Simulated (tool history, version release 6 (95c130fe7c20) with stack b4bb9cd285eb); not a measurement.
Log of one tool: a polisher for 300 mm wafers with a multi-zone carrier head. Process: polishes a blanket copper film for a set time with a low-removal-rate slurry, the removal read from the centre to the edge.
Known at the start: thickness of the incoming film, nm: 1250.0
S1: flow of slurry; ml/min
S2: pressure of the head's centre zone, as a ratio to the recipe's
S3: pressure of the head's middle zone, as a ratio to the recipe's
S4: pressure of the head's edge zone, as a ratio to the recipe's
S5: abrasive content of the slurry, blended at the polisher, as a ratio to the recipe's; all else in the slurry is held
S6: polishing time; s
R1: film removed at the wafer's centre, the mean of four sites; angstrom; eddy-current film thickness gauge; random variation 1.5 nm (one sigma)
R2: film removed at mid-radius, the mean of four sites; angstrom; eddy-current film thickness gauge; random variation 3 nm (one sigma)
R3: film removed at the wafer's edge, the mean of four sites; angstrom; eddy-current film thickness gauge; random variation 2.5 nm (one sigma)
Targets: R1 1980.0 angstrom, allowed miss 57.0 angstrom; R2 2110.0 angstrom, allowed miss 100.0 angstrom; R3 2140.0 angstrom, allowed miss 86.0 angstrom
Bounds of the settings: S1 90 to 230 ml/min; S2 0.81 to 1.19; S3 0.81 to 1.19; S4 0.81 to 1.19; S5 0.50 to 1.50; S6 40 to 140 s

Run 1, hour 0.0: S1 150 ml/min, S2 1.00, S3 1.00, S4 1.00, S5 1.00, S6 90 s. Result: R1 2416.3 angstrom, R2 2467.7 angstrom, R3 2501.8 angstrom.
Run 2, hour 8.3: S1 150 ml/min, S2 1.00, S3 1.00, S4 1.00, S5 1.10, S6 90 s. Result: R1 2471.4 angstrom, R2 2519.4 angstrom, R3 2551.3 angstrom.
Run 3, hour 11.4: S1 180 ml/min, S2 1.00, S3 1.00, S4 1.00, S5 1.10, S6 90 s. Result: R1 2534.2 angstrom, R2 2612.3 angstrom, R3 2628.4 angstrom.
Run 4, hour 18.2: S1 155 ml/min, S2 1.00, S3 1.00, S4 1.00, S5 1.10, S6 90 s. Result: R1 2454.0 angstrom, R2 2493.1 angstrom, R3 2544.4 angstrom.
Run 5, hour 19.6: S1 150 ml/min, S2 0.99, S3 0.99, S4 0.98, S5 1.05, S6 90 s. Result: R1 2432.0 angstrom, R2 2431.8 angstrom, R3 2477.6 angstrom.
Run 6, hour 25.4: S1 150 ml/min, S2 0.99, S3 0.99, S4 1.01, S5 1.05, S6 90 s. Result: R1 2420.5 angstrom, R2 2418.0 angstrom, R3 2587.3 angstrom.
Run 7, hour 29.3: S1 145 ml/min, S2 0.98, S3 0.99, S4 0.99, S5 1.00, S6 90 s. Result: R1 2371.2 angstrom, R2 2450.8 angstrom, R3 2518.7 angstrom.
Run 8, hour 36.0: S1 140 ml/min, S2 0.97, S3 0.98, S4 0.98, S5 0.95, S6 89 s. Result: R1 2299.1 angstrom, R2 2352.4 angstrom, R3 2435.8 angstrom.
Run 9, hour 41.5: S1 135 ml/min, S2 0.96, S3 0.98, S4 0.97, S5 0.90, S6 89 s. Result: R1 2211.0 angstrom, R2 2352.6 angstrom, R3 2404.7 angstrom.
Run 10, hour 49.5: S1 130 ml/min, S2 0.96, S3 0.97, S4 0.96, S5 0.90, S6 89 s. Result: R1 2193.9 angstrom, R2 2315.5 angstrom, R3 2376.0 angstrom.

Which of these 5 next moves meets every target?
Run A, hour 57.5: S1 130 ml/min, S2 1.00, S3 0.85, S4 0.90, S5 1.10, S6 81 s. Result: R1 ?, R2 ?, R3 ?.
Run B, hour 57.5: S1 140 ml/min, S2 1.04, S3 0.87, S4 1.07, S5 0.90, S6 80 s. Result: R1 ?, R2 ?, R3 ?.
Run C, hour 57.5: S1 125 ml/min, S2 0.98, S3 0.89, S4 1.01, S5 1.10, S6 77 s. Result: R1 ?, R2 ?, R3 ?.
Run D, hour 57.5: S1 120 ml/min, S2 1.01, S3 0.81, S4 1.06, S5 1.10, S6 83 s. Result: R1 ?, R2 ?, R3 ?.
Run E, hour 57.5: S1 150 ml/min, S2 0.89, S3 0.94, S4 0.88, S5 1.00, S6 81 s. Result: R1 ?, R2 ?, R3 ?.

move      R1      R2      R3
   A  2103.6  1889.6  2184.2
   B  2125.2  1882.8  2314.2
   C  1949.8  1849.2  2180.8
   D  2126.5  1826.9  2395.2
   E  1967.5  2090.3  2177.3
A: nearer than the last run, and not there yet
B: nearer than the last run, and not there yet
C: brings the result that was furthest off to its target, and leaves another outside
D: nearer than the last run, and not there yet
E: meets every target
Move E is the one to make.
